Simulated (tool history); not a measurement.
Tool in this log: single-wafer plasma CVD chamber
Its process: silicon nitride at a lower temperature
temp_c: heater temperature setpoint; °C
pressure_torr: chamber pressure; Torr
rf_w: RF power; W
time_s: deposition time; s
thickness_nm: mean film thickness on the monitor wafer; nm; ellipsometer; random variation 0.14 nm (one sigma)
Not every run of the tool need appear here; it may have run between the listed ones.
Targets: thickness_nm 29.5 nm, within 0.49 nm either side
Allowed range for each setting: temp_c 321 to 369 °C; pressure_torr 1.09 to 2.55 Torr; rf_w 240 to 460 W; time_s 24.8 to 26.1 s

run 1 hour=0 | temp_c=345 pressure_torr=1.82 rf_w=350 time_s=26.1 | thickness_nm=35.821
run 2 hour=3.1 | temp_c=345 pressure_torr=1.74 rf_w=340 time_s=26.1 | thickness_nm=34.843
run 3 hour=11.6 | temp_c=345 pressure_torr=1.74 rf_w=340 time_s=26.1 | thickness_nm=34.762
run 4 hour=16 | temp_c=338 pressure_torr=1.74 rf_w=340 time_s=26.1 | thickness_nm=34.385
run 5 hour=18.4 | temp_c=338 pressure_torr=1.56 rf_w=340 time_s=26.1 | thickness_nm=33.959
run 6 hour=19.1 | temp_c=338 pressure_torr=1.35 rf_w=340 time_s=26.1 | thickness_nm=32.446
run 7 hour=26.6 | temp_c=338 pressure_torr=1.32 rf_w=335 time_s=26.1 | thickness_nm=31.697
run 8 hour=33.3 | temp_c=338 pressure_torr=1.29 rf_w=335 time_s=26.1 | thickness_nm=31.702
run 9 hour=39.6 | temp_c=338 pressure_torr=1.27 rf_w=330 time_s=26.1 | thickness_nm=31
run 10 hour=47.7 | temp_c=338 pressure_torr=1.27 rf_w=330 time_s=26.1 | thickness_nm=31.07
run 11 hour=52.2 | temp_c=338 pressure_torr=1.25 rf_w=330 time_s=26.1 | thickness_nm=30.796
run 12 hour=55.8 | temp_c=338 pressure_torr=1.09 rf_w=315 time_s=26 | thickness_nm=28.723
run 13 hour=58.9 | temp_c=338 pressure_torr=1.11 rf_w=315 time_s=26 | thickness_nm=28.468
run 14 hour=61.7 | temp_c=338 pressure_torr=1.13 rf_w=315 time_s=26 | thickness_nm=28.786
run 15 hour=70.4 | temp_c=338 pressure_torr=1.15 rf_w=315 time_s=26 | thickness_nm=28.969
run 16 hour=72.9 | temp_c=338 pressure_torr=1.16 rf_w=315 time_s=26 | thickness_nm=29.08

Consider the 5 candidate settings below. Which is the only one whose results all fall within their allowed miss of target?
run A hour=75.4 | temp_c=342 pressure_torr=1.27 rf_w=305 time_s=25.5 | thickness_nm=?
run B hour=75.4 | temp_c=331 pressure_torr=1.09 rf_w=320 time_s=25.5 | thickness_nm=?
run C hour=75.4 | temp_c=337 pressure_torr=1.25 rf_w=300 time_s=26 | thickness_nm=?
run D hour=75.4 | temp_c=338 pressure_torr=1.22 rf_w=315 time_s=26.1 | thickness_nm=?
run E hour=75.4 | temp_c=348 pressure_torr=1.19 rf_w=335 time_s=25.9 | thickness_nm=?

move=A thickness_nm=28.25
move=B thickness_nm=28.221
move=C thickness_nm=28.302
move=D thickness_nm=29.419
move=E thickness_nm=30.416
A: moves away from the targets compared with the last run
B: moves away from the targets compared with the last run
C: moves away from the targets compared with the last run
D: every result within its allowed miss
E: takes the result that was furthest off past its target
Answer: D
